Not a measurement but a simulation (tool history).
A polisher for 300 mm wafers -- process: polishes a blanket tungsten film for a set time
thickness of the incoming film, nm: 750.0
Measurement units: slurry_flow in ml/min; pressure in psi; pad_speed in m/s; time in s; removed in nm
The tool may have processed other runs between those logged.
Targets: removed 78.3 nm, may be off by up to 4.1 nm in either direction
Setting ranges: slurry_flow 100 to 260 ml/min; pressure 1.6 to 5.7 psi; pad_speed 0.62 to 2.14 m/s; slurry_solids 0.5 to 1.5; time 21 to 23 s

run  hour  slurry_flow  pressure  pad_speed  slurry_solids  time  removed
  1     0          165       3.6       1.38              1    23   174.77
  2   4.2          165       3.6       1.18              1    23   149.16
  3   9.3          165       3.6       1.18              1    21   139.94
  4  17.5          165       3.6       0.92              1    21   112.88
  5  25.4          165       3.4       0.92              1    21   105.29
  6  29.9          165       3.3       0.92              1    21      106
  7  38.3          165       3.1       0.92              1    21   99.132
  8  42.1          165         3       0.92              1    21   95.381
  9  50.2          165       2.9       0.92              1    21   95.909
 10  53.4          165       2.8       0.92              1    21   90.051
 11  60.2          165       2.7       0.92              1    21   85.865

Which single option among these 4 for the next run brings every result within its allowed miss of target? Just one does.
  A    67          195       2.5       1.02           0.75    21        ?
  B    67          165       2.7       0.94              1    23        ?
  C    67          160       2.8       1.06              1    21        ?
  D    67          190       2.5       1.06            0.9    23        ?

move  removed
   A   78.478
   B   94.169
   C   97.654
   D   94.826
A: all results in spec
B: further off than the last run
C: further off than the last run
D: further off than the last run
Answer: A
